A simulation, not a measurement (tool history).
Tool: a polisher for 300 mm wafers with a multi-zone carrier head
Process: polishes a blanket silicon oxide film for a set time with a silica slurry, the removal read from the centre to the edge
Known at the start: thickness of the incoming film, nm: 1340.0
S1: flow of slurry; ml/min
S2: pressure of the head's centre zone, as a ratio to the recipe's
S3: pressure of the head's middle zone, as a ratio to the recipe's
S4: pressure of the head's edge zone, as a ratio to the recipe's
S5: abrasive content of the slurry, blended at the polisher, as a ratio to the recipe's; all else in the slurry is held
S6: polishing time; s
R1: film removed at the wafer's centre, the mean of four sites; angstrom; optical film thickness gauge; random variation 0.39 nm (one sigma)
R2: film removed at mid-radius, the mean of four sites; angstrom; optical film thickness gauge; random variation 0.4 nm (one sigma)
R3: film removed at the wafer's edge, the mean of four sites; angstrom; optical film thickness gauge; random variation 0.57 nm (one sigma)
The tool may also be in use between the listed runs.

run 1 hour=0 | S1=155 S2=1 S3=1 S4=1 S5=1 S6=44 | R1=994.76 R2=1022.4 R3=1056.2
run 2 hour=3.5 | S1=155 S2=0.99 S3=1 S4=0.98 S5=0.95 S6=42 | R1=907.14 R2=963.14 R3=960.82
run 3 hour=10.2 | S1=155 S2=0.99 S3=1 S4=0.98 S5=0.95 S6=36 | R1=796.01 R2=824.07 R3=825.19
run 4 hour=12.3 | S1=155 S2=0.99 S3=0.93 S4=0.98 S5=0.95 S6=36 | R1=771.45 R2=770.31 R3=821.94
run 5 hour=19 | S1=155 S2=0.99 S3=1.01 S4=0.98 S5=0.95 S6=36 | R1=776.89 R2=816.21 R3=822.53
run 6 hour=21.8 | S1=155 S2=0.98 S3=1 S4=0.96 S5=0.9 S6=35 | R1=738.9 R2=767.61 R3=758.98
run 7 hour=26.1 | S1=110 S2=0.88 S3=0.94 S4=0.86 S5=0.65 S6=28 | R1=391.02 R2=442.23 R3=451.45
run 8 hour=33.2 | S1=155 S2=0.92 S3=1.01 S4=0.81 S5=0.55 S6=28 | R1=403.97 R2=456.46 R3=414.49
run 9 hour=36.6 | S1=160 S2=0.92 S3=1.01 S4=0.82 S5=0.55 S6=28 | R1=404.45 R2=458.38 R3=426.1

The next listed run, before its measurement:
run 10 hour=41.2 | S1=165 S2=0.92 S3=1.01 S4=0.82 S5=0.55 S6=28 | R1=? R2=? R3=?

R1: 411.77 angstrom
R2: 458.36 angstrom
R3: 423.43 angstrom
